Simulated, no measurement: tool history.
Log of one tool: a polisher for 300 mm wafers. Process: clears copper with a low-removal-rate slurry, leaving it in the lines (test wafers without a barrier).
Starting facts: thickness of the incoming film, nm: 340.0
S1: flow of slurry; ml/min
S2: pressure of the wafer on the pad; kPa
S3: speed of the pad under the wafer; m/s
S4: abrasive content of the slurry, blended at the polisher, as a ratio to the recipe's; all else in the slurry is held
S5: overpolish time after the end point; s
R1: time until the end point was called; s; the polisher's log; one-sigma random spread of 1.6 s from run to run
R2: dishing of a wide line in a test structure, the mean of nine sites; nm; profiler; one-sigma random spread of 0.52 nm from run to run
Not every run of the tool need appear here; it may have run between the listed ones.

run,day,S1,S2,S3,S4,S5,R1,R2
1,0,140,16.5,1.38,1,14,99.647,31.084
2,0.171,160,16.5,1.38,1,14,95.331,30.522
3,0.388,160,16.5,1.66,1,14,82.829,34.564
4,0.567,155,16.5,1.66,1,14,85.9,34.023
5,0.608,150,16.5,1.66,1,14,86.178,34.168
6,0.762,150,16.5,1.98,1,14,77.292,38.345
7,0.904,145,16.5,1.98,1,14,76.464,37.675
8,1.079,140,16.5,1.98,1,14,76.989,37.113
9,1.329,135,16.5,1.98,1,15,78.087,40.453
10,1.404,130,16.5,1.98,1,15,77.561,39.06

Run 11, settings as shown, results not yet in. Your forecast:
11,1.579,125,16.5,1.98,1,15,?,?

Run 11 gave R1 78.043 s, R2 38.295 nm.
